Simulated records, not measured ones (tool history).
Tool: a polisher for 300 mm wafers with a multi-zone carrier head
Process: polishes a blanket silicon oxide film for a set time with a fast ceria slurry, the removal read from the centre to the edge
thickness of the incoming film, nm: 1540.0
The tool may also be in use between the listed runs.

run	hour	flow of slurry (ml/min)	pressure of the head's centre zone	pressure of the head's middle zone	pressure of the head's edge zone	polishing time (s)	film removed at the wafer's centre (Å)	film removed at mid-radius (Å)	film removed at the wafer's edge (Å)
1	0	245	1	1	1	35	4999.7	5185.1	4899.2
2	6.8	245	1	1.04	1	35	4939.3	5296.5	4918.7
3	15.1	255	1	1.06	1	37	5265.1	5752.5	5276.3
4	20.6	255	0.92	1.06	1	37	4789.7	5767.4	5273.1
5	23.8	265	0.94	1.08	1	38	5040.6	6115	5421.7
6	27.1	275	0.96	1.1	1.02	39	5260.8	6235.9	5600.5
7	29.8	275	0.97	1.11	1.02	40	5499.2	6439	5784.3

What does the tool deliver on the next run?
8	33.8	280	0.97	1.12	1.02	41	?	?	?

{"run 8": {"film removed at the wafer's centre (Å)": 5749.2, "film removed at mid-radius (Å)": 6636.8, "film removed at the wafer's edge (Å)": 5941.5}}
